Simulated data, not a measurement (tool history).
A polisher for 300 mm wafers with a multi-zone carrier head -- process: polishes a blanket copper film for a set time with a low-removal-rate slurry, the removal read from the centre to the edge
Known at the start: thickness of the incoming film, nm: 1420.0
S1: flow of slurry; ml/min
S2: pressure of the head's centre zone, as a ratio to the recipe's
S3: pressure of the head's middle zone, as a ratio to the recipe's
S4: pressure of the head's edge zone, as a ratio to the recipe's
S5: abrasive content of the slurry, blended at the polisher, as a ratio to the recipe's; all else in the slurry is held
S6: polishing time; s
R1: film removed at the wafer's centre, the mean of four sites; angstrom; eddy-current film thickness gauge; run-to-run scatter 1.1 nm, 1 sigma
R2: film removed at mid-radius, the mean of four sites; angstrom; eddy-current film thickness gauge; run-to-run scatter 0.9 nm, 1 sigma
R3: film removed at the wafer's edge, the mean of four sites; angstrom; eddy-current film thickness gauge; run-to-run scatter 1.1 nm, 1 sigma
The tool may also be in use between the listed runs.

run 1 hour=0 | S1=320 S2=1 S3=1 S4=1 S5=1 S6=87 | R1=1280.5 R2=1303.3 R3=1259.5
run 2 hour=3.4 | S1=320 S2=1.01 S3=1.01 S4=0.97 S5=0.95 S6=81 | R1=1202.3 R2=1198.7 R3=1180.6
run 3 hour=6.4 | S1=320 S2=1.01 S3=1.01 S4=0.97 S5=0.75 S6=81 | R1=1120.9 R2=1137.6 R3=1119.1
run 4 hour=8.8 | S1=320 S2=1.01 S3=1.06 S4=0.97 S5=0.75 S6=81 | R1=1116.1 R2=1198.6 R3=1127.1
run 5 hour=15.7 | S1=320 S2=1.01 S3=1.06 S4=0.94 S5=0.75 S6=81 | R1=1136.2 R2=1197.2 R3=1089.5
run 6 hour=20.2 | S1=320 S2=1.04 S3=1.06 S4=0.94 S5=0.75 S6=81 | R1=1157.4 R2=1171.7 R3=1109.2
run 7 hour=22 | S1=320 S2=1.04 S3=1.06 S4=0.94 S5=0.75 S6=81 | R1=1145.5 R2=1190.3 R3=1090.3

Forecast run 8:
run 8 hour=24.2 | S1=335 S2=1.11 S3=1.12 S4=0.84 S5=0.5 S6=57 | R1=? R2=? R3=?

Run 8 came out at R1 811.2 angstrom, R2 800.07 angstrom, R3 674.47 angstrom.

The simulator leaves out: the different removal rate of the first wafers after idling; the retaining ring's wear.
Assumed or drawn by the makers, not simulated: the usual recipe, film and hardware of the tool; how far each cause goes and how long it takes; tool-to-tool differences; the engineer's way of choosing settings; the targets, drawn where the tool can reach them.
